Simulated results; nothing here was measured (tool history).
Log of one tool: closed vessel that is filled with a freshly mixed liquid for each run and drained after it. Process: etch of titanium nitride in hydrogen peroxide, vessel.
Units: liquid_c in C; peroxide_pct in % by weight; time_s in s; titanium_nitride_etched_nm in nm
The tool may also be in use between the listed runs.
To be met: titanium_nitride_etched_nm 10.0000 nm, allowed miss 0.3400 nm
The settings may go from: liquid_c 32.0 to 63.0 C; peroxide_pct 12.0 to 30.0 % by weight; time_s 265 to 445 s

run,hour,liquid_c,peroxide_pct,time_s,titanium_nitride_etched_nm
1,0.0,47.0,23.0,445,13.7710
2,9.5,46.5,23.0,445,13.0450
3,12.6,46.5,18.5,445,12.3470
4,18.3,51.5,18.5,445,17.9960
5,22.6,56.5,18.5,445,25.4060
6,30.0,61.0,18.5,445,34.5880
7,39.5,59.0,18.5,445,30.4450
8,45.1,57.0,18.5,445,26.8050
9,53.8,55.5,18.5,445,24.1590
10,58.1,54.0,18.5,445,21.4130
11,65.7,52.5,18.5,445,19.4190
12,68.0,51.5,18.5,445,17.6350
13,70.9,50.5,18.5,445,16.5440
14,78.6,49.5,18.5,445,15.4340
15,81.5,48.5,18.5,445,14.3800
16,84.8,48.0,18.5,445,14.1700
17,88.8,47.5,18.5,445,13.2700
18,91.9,47.0,18.5,445,12.9850
19,95.4,42.5,18.5,445,9.2596
20,101.1,43.0,18.5,445,9.5708

Which of these 5 next moves meets every target?
A,106.8,44.5,17.5,445,?
B,106.8,44.5,12.5,445,?
C,106.8,44.5,21.5,445,?
D,106.8,44.0,22.0,445,?
E,106.8,44.5,18.0,445,?

move,titanium_nitride_etched_nm
A,10.6320
B,9.9048
C,11.1100
D,10.7550
E,10.6950
A: takes the result that was furthest off past its target
B: meets every target
C: takes the result that was furthest off past its target
D: takes the result that was furthest off past its target
E: takes the result that was furthest off past its target
Move B is the one to make.

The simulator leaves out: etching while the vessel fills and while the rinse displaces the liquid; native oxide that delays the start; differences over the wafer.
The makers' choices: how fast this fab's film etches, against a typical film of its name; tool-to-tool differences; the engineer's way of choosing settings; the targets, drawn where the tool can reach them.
